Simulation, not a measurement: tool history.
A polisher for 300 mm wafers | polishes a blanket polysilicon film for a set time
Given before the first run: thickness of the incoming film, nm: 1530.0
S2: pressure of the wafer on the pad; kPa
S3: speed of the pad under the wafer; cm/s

Run 1, hour 0: flow of slurry (ml/min) 270, S2 11.7 kPa, S3 92 cm/s, polishing time (s) 37. Result: film removed (angstrom) 1476.7.
Run 2, hour 0.8: flow of slurry (ml/min) 270, S2 10.3 kPa, S3 86 cm/s, polishing time (s) 37. Result: film removed (angstrom) 1249.4.
Run 3, hour 9.4: flow of slurry (ml/min) 270, S2 9 kPa, S3 80 cm/s, polishing time (s) 37. Result: film removed (angstrom) 1047.9.
Run 4, hour 12.8: flow of slurry (ml/min) 270, S2 9 kPa, S3 60 cm/s, polishing time (s) 37. Result: film removed (angstrom) 852.22.
Run 5, hour 19.1: flow of slurry (ml/min) 270, S2 10.3 kPa, S3 60 cm/s, polishing time (s) 37. Result: film removed (angstrom) 961.58.
Run 6, hour 21.3: flow of slurry (ml/min) 270, S2 9.7 kPa, S3 60 cm/s, polishing time (s) 37. Result: film removed (angstrom) 877.99.
Run 7, hour 22.5: flow of slurry (ml/min) 270, S2 9 kPa, S3 60 cm/s, polishing time (s) 37. Result: film removed (angstrom) 849.69.

Run 8 has not been measured yet. What should we expect?
Run 8, hour 27.1: flow of slurry (ml/min) 270, S2 8.3 kPa, S3 60 cm/s, polishing time (s) 37. Result: film removed (angstrom) ?.

For run 8 the tool returned film removed (angstrom) 807.77.
